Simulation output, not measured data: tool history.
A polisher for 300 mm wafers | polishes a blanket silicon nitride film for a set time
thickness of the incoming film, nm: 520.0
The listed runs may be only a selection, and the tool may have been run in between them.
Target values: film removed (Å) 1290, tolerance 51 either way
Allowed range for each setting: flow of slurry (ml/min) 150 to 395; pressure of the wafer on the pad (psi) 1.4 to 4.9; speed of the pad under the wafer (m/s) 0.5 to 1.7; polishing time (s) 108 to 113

| run | hour | flow of slurry (ml/min) | pressure of the wafer on the pad (psi) | speed of the pad under the wafer (m/s) | polishing time (s) | film removed (Å) |
|---|---|---|---|---|---|---|
| 1 | 0 | 250 | 3.1 | 1.1 | 108 | 1537 |
| 2 | 6.3 | 250 | 3 | 1.1 | 108 | 1483.4 |
| 3 | 9 | 250 | 3 | 1.1 | 108 | 1472.2 |
| 4 | 16 | 250 | 2.9 | 1.1 | 108 | 1464.1 |
| 5 | 19.7 | 250 | 2.8 | 1.1 | 108 | 1412.8 |
|  | 21.5 | worn pad replaced by a new one |
| 6 | 21.5 | 250 | 2.7 | 1.1 | 108 | 1588 |
| 7 | 28.5 | 250 | 2.7 | 1.1 | 108 | 1576.2 |
| 8 | 35.8 | 250 | 2.9 | 1.08 | 108 | 1627.9 |
| 9 | 41.8 | 245 | 2.8 | 1.14 | 108 | 1634.5 |
| 10 | 49.3 | 260 | 2.8 | 1.12 | 108 | 1650.2 |
| 11 | 53.1 | 250 | 2.8 | 1.12 | 108 | 1606.7 |
| 12 | 57.6 | 245 | 2.9 | 1.1 | 108 | 1614 |
| 13 | 61.8 | 260 | 2.9 | 1.1 | 108 | 1633.9 |
| 14 | 65.2 | 250 | 2.9 | 1.1 | 108 | 1596.6 |
| 15 | 66.3 | 245 | 2.8 | 1.06 | 108 | 1553.7 |
| 16 | 74.7 | 240 | 2.9 | 0.96 | 108 | 1497.1 |

Exactly one of the 4 candidate moves below puts every result within its allowed miss. Which one?
| A | 83.1 | 335 | 2.7 | 0.9 | 111 | ? |
| B | 83.1 | 245 | 2.8 | 0.78 | 109 | ? |
| C | 83.1 | 340 | 2.7 | 0.94 | 109 | ? |
| D | 83.1 | 270 | 2.8 | 0.92 | 108 | ? |

| move | film removed (Å) |
|---|---|
| A | 1443.9 |
| B | 1278.9 |
| C | 1461.5 |
| D | 1428.6 |
A: closes in on the targets versus the last run, not all within tolerance yet
B: all results in spec
C: closes in on the targets versus the last run, not all within tolerance yet
D: closes in on the targets versus the last run, not all within tolerance yet
B meets every target.

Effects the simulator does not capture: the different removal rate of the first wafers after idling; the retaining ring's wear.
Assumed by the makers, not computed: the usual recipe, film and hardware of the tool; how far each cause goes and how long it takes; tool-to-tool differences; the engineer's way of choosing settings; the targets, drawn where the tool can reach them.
